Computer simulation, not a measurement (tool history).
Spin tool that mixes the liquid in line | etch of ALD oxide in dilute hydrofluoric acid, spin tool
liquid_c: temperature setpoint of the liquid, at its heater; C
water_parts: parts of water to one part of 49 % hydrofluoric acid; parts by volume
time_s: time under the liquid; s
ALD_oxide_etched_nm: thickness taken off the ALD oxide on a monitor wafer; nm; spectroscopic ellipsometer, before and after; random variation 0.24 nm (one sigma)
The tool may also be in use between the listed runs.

run  hour  liquid_c  water_parts  time_s  ALD_oxide_etched_nm
  1   0.0      25.0          280     270               10.404
  2   7.1      26.5          235     270               13.559
  3  12.8      28.0          200     270               17.500
  4  18.8      29.0          180     270               20.575
  5  25.2      30.0          165     270               23.690
  6  33.6      33.0          165     270               26.564

Run 7 comes next. What will it give?
  7  37.6      33.0          155     270                    ?

ALD_oxide_etched_nm: 28.638 nm

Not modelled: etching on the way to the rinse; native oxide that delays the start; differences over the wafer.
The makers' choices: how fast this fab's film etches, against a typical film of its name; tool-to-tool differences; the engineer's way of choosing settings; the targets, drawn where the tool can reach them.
